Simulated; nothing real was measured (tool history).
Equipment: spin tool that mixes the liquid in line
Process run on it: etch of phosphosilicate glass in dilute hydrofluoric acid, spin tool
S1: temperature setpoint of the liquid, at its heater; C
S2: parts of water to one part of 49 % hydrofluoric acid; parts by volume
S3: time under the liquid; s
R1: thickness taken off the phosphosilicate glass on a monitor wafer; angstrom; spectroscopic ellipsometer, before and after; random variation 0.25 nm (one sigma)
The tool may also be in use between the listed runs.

| run | hour | S1 | S2 | S3 | R1 |
|---|---|---|---|---|---|
| 1 | 0.0 | 26.0 | 90 | 15 | 173.44 |
| 2 | 3.9 | 28.0 | 90 | 15 | 187.53 |
| 3 | 8.1 | 25.0 | 90 | 15 | 166.87 |
| 4 | 15.9 | 27.5 | 90 | 15 | 185.00 |
| 5 | 24.5 | 25.5 | 90 | 15 | 171.33 |
| 6 | 33.3 | 23.5 | 90 | 15 | 157.46 |
| 7 | 37.4 | 26.0 | 75 | 15 | 214.12 |
| 8 | 43.2 | 28.0 | 65 | 15 | 268.14 |
| 9 | 47.6 | 29.5 | 55 | 15 | 343.72 |
| 10 | 54.8 | 30.5 | 50 | 15 | 393.29 |
| 11 | 60.7 | 34.0 | 35 | 15 | 661.83 |
| 12 | 64.7 | 33.5 | 35 | 15 | 647.28 |

What will run 13 give?
| 13 | 66.7 | 33.0 | 35 | 15 | ? |

Run 13 measured R1 631.39 angstrom.
